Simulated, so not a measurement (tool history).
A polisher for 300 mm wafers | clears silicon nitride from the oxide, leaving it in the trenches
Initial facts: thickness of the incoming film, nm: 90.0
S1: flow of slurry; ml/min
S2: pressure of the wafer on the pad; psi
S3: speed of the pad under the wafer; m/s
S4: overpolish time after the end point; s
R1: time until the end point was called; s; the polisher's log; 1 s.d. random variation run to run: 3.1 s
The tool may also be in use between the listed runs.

{"run": 1, "day": 0.0, "S1": 290, "S2": 3.5, "S3": 0.98, "S4": 20, "R1": 88.933}
{"run": 2, "day": 0.092, "S1": 290, "S2": 3.1, "S3": 0.9, "S4": 20, "R1": 105.28}
{"run": 3, "day": 0.283, "S1": 285, "S2": 2.8, "S3": 0.82, "S4": 20, "R1": 122.96}
{"run": 4, "day": 0.525, "S1": 285, "S2": 2.6, "S3": 0.76, "S4": 20, "R1": 144.55}
{"run": 5, "day": 0.829, "S1": 255, "S2": 2.6, "S3": 0.76, "S4": 20, "R1": 142.01}
{"run": 6, "day": 0.862, "S1": 325, "S2": 2.6, "S3": 0.76, "S4": 20, "R1": 138.28}
{"run": 7, "day": 0.958, "S1": 325, "S2": 2.4, "S3": 0.72, "S4": 20, "R1": 158.2}

What does the tool deliver on the next run?
{"run": 8, "day": 1.254, "S1": 325, "S2": 2.2, "S3": 0.7, "S4": 20, "R1": "?"}

R1: 177.140 s
